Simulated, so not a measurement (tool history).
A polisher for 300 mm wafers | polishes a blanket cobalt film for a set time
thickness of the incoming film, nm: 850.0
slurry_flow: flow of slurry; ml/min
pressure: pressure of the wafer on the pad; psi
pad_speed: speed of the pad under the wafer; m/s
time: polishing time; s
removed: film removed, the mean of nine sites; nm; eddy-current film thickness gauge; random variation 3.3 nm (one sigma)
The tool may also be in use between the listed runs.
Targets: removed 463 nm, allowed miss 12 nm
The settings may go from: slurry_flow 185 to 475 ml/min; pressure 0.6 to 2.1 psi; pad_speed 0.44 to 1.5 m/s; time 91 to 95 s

run    day  slurry_flow  pressure  pad_speed  time  removed
  1      0          305       1.3       0.96    91   331.91
  2  0.271          275       1.3       0.96    91   327.19
  3  0.625          285       1.4       0.96    91   351.49
  4  0.842          285       1.4       0.96    95   369.87
  5  0.933          285       1.1       0.96    95   297.01
  6  1.204          260       1.1       0.96    95    292.2
  7  1.567          340       1.5       0.96    95   395.82
  8  1.808          340       1.7       0.96    95   444.64
  9  2.079          340       1.7       0.96    95   441.26

5 next moves are on the table. One of them brings every result within its allowed miss. Which?
  A  2.35          230       1.5       1.06    95        ?
  B  2.35          390       1.6       1.14    93        ?
  C  2.35          355       1.7          1    95        ?
  D  2.35          380       1.7       0.92    93        ?
  E  2.35          330       1.7        0.9    95        ?

move  removed
   A   423.88
   B   493.38
   C   465.46
   D   422.28
   E   417.96
A: further off than the last run
B: takes the result that was furthest off past its target
C: meets every target
D: further off than the last run
E: further off than the last run
Answer: C

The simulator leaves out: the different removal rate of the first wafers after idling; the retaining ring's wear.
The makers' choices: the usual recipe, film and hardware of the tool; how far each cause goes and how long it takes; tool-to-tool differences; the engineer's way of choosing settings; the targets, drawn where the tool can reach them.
